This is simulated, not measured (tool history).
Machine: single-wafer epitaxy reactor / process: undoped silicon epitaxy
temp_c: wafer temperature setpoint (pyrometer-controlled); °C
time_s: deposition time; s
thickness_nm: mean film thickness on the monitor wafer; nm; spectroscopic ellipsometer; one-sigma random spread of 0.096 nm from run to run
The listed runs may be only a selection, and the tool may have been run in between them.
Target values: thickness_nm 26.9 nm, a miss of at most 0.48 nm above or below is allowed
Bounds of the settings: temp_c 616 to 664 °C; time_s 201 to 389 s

| run | hour | temp_c | time_s | thickness_nm |
|---|---|---|---|---|
| 1 | 0 | 640 | 295 | 38.85 |
| 2 | 2.8 | 649 | 295 | 46.079 |
| 3 | 3.3 | 642 | 294 | 40.119 |
| 4 | 6 | 642 | 319 | 43.612 |
| 5 | 9.5 | 642 | 285 | 38.979 |
| 6 | 16.7 | 642 | 304 | 41.287 |
| 7 | 22.4 | 636 | 303 | 36.527 |
| 8 | 30 | 632 | 303 | 33.916 |
| 9 | 37.8 | 629 | 303 | 31.889 |
| 10 | 39.1 | 627 | 303 | 30.659 |
| 11 | 47.2 | 627 | 303 | 30.699 |
| 12 | 52.1 | 627 | 303 | 30.51 |
| 13 | 58.3 | 625 | 303 | 29.387 |
| 14 | 60.6 | 624 | 303 | 28.858 |
| 15 | 67.9 | 623 | 303 | 28.537 |

4 candidate next runs follow, results not yet known. Just one meets every target within its allowed miss. Identify it.
| A | 75.2 | 636 | 244 | ? |
| B | 75.2 | 631 | 284 | ? |
| C | 75.2 | 623 | 287 | ? |
| D | 75.2 | 628 | 304 | ? |

| move | thickness_nm |
|---|---|
| A | 29.751 |
| B | 31.357 |
| C | 26.982 |
| D | 31.611 |
A: its largest miss is bigger than the last run's
B: its largest miss is bigger than the last run's
C: meets every target
D: its largest miss is bigger than the last run's
The move that meets every target is C.

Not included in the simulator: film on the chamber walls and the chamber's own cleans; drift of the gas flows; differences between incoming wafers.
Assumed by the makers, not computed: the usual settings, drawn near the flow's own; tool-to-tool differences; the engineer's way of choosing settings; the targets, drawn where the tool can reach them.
